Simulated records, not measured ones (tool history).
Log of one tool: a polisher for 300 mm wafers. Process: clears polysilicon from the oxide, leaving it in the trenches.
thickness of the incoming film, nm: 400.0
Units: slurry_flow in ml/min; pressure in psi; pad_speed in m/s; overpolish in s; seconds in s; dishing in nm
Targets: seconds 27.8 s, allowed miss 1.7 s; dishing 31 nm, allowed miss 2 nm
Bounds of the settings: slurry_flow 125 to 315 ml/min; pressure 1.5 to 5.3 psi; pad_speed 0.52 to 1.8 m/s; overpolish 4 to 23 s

Run 1, day 0: slurry_flow 205 ml/min, pressure 3.4 psi, pad_speed 1.16 m/s, overpolish 12 s. Result: seconds 20.68 s, dishing 43.103 nm.
Run 2, day 0.125: slurry_flow 165 ml/min, pressure 3.4 psi, pad_speed 1.16 m/s, overpolish 12 s. Result: seconds 21.693 s, dishing 44.837 nm.
Run 3, day 0.438: slurry_flow 165 ml/min, pressure 2.7 psi, pad_speed 1.16 m/s, overpolish 12 s. Result: seconds 26.918 s, dishing 43.269 nm.
Run 4, day 0.533: slurry_flow 185 ml/min, pressure 2.6 psi, pad_speed 1.18 m/s, overpolish 11 s. Result: seconds 27.709 s, dishing 42.672 nm.
Run 5, day 0.842: slurry_flow 200 ml/min, pressure 2.5 psi, pad_speed 1.22 m/s, overpolish 10 s. Result: seconds 26.45 s, dishing 42.14 nm.
Run 6, day 1.088: slurry_flow 215 ml/min, pressure 2.4 psi, pad_speed 1.24 m/s, overpolish 9 s. Result: seconds 26.783 s, dishing 42.658 nm.
Run 7, day 1.15: slurry_flow 225 ml/min, pressure 2.4 psi, pad_speed 1.24 m/s, overpolish 9 s. Result: seconds 26.697 s, dishing 41.829 nm.
Run 8, day 1.312: slurry_flow 280 ml/min, pressure 2 psi, pad_speed 1.22 m/s, overpolish 4 s. Result: seconds 30.56 s, dishing 29.279 nm.

Which of these 4 next moves meets every target?
Run A, day 1.475: slurry_flow 315 ml/min, pressure 2.3 psi, pad_speed 1.18 m/s, overpolish 4 s. Result: seconds ?, dishing ?.
Run B, day 1.475: slurry_flow 315 ml/min, pressure 1.7 psi, pad_speed 1.28 m/s, overpolish 4 s. Result: seconds ?, dishing ?.
Run C, day 1.475: slurry_flow 285 ml/min, pressure 1.8 psi, pad_speed 1.1 m/s, overpolish 5 s. Result: seconds ?, dishing ?.
Run D, day 1.475: slurry_flow 270 ml/min, pressure 2.2 psi, pad_speed 1.28 m/s, overpolish 6 s. Result: seconds ?, dishing ?.

move  seconds  dishing
   A   28.105   31.594
   B    33.44   28.717
   C   36.933   30.772
   D   27.522    38.03
A: meets every target
B: further off than the last run
C: further off than the last run
D: brings the result that was furthest off to its target, and leaves another outside
Answer: A

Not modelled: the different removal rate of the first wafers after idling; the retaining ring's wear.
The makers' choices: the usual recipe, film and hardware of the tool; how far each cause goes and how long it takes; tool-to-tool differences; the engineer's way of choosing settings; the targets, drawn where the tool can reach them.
